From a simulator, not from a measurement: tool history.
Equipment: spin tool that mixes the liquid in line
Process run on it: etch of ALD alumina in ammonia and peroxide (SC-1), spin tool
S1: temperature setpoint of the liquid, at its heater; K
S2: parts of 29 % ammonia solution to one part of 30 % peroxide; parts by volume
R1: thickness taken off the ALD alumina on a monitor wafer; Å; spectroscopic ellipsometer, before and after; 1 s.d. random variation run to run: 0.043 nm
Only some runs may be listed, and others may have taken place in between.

{"run": 1, "hour": 0.0, "S1": 328.15, "S2": 0.45, "time under the liquid (s)": 290, "R1": 156.94}
{"run": 2, "hour": 5.6, "S1": 328.15, "S2": 0.45, "time under the liquid (s)": 290, "R1": 159.03}
{"run": 3, "hour": 12.3, "S1": 328.15, "S2": 0.35, "time under the liquid (s)": 290, "R1": 153.85}
{"run": 4, "hour": 16.9, "S1": 328.15, "S2": 0.35, "time under the liquid (s)": 290, "R1": 153.91}
{"run": 5, "hour": 23.0, "S1": 328.15, "S2": 0.35, "time under the liquid (s)": 290, "R1": 152.76}
{"run": 6, "hour": 26.4, "S1": 331.65, "S2": 0.35, "time under the liquid (s)": 290, "R1": 185.08}
{"run": 7, "hour": 27.6, "S1": 329.65, "S2": 0.35, "time under the liquid (s)": 290, "R1": 166.73}
{"run": 8, "hour": 35.1, "S1": 328.15, "S2": 0.35, "time under the liquid (s)": 290, "R1": 153.31}
{"run": 9, "hour": 37.2, "S1": 326.65, "S2": 0.35, "time under the liquid (s)": 290, "R1": 141.67}
{"run": 10, "hour": 43.7, "S1": 325.65, "S2": 0.35, "time under the liquid (s)": 290, "R1": 133.42}
{"run": 11, "hour": 45.1, "S1": 324.65, "S2": 0.35, "time under the liquid (s)": 290, "R1": 127.75}
{"run": 12, "hour": 46.7, "S1": 323.65, "S2": 0.35, "time under the liquid (s)": 290, "R1": 120.15}
{"run": 13, "hour": 52.6, "S1": 322.65, "S2": 0.35, "time under the liquid (s)": 290, "R1": 113.29}
{"hour": 56.2, "done": "new drum of ammonia solution connected"}
{"run": 14, "hour": 56.2, "S1": 322.15, "S2": 0.35, "time under the liquid (s)": 290, "R1": 110.74}
{"run": 15, "hour": 57.4, "S1": 321.65, "S2": 0.35, "time under the liquid (s)": 290, "R1": 108.36}

Run 16, settings as shown, results not yet in. Your forecast:
{"run": 16, "hour": 58.3, "S1": 321.15, "S2": 0.35, "time under the liquid (s)": 290, "R1": "?"}

R1: 106.33 Å
